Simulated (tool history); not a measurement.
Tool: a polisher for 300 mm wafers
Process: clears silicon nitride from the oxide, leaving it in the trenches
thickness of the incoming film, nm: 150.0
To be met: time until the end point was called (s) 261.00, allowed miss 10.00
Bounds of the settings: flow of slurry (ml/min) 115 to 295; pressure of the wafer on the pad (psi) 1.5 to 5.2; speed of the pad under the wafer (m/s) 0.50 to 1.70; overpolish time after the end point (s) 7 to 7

| run | hour | flow of slurry (ml/min) | pressure of the wafer on the pad (psi) | speed of the pad under the wafer (m/s) | overpolish time after the end point (s) | time until the end point was called (s) |
|---|---|---|---|---|---|---|
| 1 | 0.0 | 190 | 3.3 | 1.10 | 7 | 147.46 |
| 2 | 2.3 | 190 | 3.0 | 1.10 | 7 | 153.89 |
| 3 | 6.7 | 190 | 2.7 | 1.06 | 7 | 169.58 |
| 4 | 7.8 | 220 | 2.7 | 1.06 | 7 | 170.54 |
|  | 8.9 | worn pad replaced by a new one |
| 5 | 8.9 | 220 | 2.5 | 1.02 | 7 | 165.96 |
| 6 | 11.7 | 205 | 2.3 | 0.96 | 7 | 181.90 |
| 7 | 20.5 | 205 | 2.3 | 0.96 | 7 | 181.52 |
| 8 | 23.0 | 195 | 2.2 | 0.88 | 7 | 200.62 |
| 9 | 29.9 | 190 | 2.1 | 0.84 | 7 | 219.08 |
| 10 | 33.0 | 190 | 2.1 | 0.84 | 7 | 215.66 |
| 11 | 35.9 | 185 | 2.0 | 0.82 | 7 | 229.81 |

4 next moves are on the table. One of them brings every result within its allowed miss. Which?
| A | 38.8 | 170 | 1.5 | 1.00 | 7 | ? |
| B | 38.8 | 145 | 2.4 | 0.60 | 7 | ? |
| C | 38.8 | 180 | 2.6 | 0.64 | 7 | ? |
| D | 38.8 | 205 | 1.9 | 1.00 | 7 | ? |

| move | time until the end point was called (s) |
|---|---|
| A | 222.23 |
| B | 296.89 |
| C | 260.73 |
| D | 196.30 |
A: further off than the last run
B: takes the result that was furthest off past its target
C: meets every target
D: further off than the last run
Move C is the one to make.
